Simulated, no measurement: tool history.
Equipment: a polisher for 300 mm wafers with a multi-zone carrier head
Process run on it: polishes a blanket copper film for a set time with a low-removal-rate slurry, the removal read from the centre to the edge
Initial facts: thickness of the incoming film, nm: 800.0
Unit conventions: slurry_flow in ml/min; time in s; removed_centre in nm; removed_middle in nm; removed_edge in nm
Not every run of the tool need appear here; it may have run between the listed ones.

run  hour  slurry_flow  centre_zone  middle_zone  edge_zone  slurry_solids  time  removed_centre  removed_middle  removed_edge
  1     0          275            1            1          1              1    52           154.1          153.04        147.24
  2   0.9          275         1.06            1          1              1    52          159.89          148.91        149.45
  3   2.6          220         1.06            1          1              1    52          158.44           148.9        148.87
  4   5.1          220         1.06         1.04          1              1    52          156.68          151.61        149.15
  5   6.8          220         1.06         1.04          1            0.9    52          151.05          148.34        143.87
  6   9.3          220         1.08         1.01       1.01           0.85    49          147.45          136.57         135.6
  7  10.3          215         1.08         0.98       1.03            0.8    46          133.54          122.25        127.45
  8  17.6          215         1.09         0.96       1.03           0.75    44          129.33          116.08        118.45

Expected results for the next run?
  9  18.2          210          1.1         0.94       1.05            0.7    42               ?               ?             ?

Run 9 yielded removed_centre 123.66 nm, removed_middle 107.32 nm, removed_edge 113.36 nm.
